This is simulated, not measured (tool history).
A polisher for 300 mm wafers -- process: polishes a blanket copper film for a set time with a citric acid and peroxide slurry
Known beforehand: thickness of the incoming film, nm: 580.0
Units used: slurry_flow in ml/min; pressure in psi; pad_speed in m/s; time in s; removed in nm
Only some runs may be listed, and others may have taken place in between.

run	hour	slurry_flow	pressure	pad_speed	slurry_solids	time	removed
1	0.0	285	2.1	1.16	1.0	35	74.573
2	1.3	285	2.3	1.16	1.0	35	79.290
3	9.9	285	2.4	1.18	1.0	35	82.415
4	11.5	285	2.4	1.36	1.0	35	95.021
5	17.1	285	2.5	1.36	1.0	35	99.211
6	26.0	285	2.6	1.36	1.0	35	102.450
7	33.2	285	2.7	1.36	1.0	35	105.580

For run 8, what comes out?
8	40.5	285	2.7	1.36	1.0	35	?

removed: 103.670 nm

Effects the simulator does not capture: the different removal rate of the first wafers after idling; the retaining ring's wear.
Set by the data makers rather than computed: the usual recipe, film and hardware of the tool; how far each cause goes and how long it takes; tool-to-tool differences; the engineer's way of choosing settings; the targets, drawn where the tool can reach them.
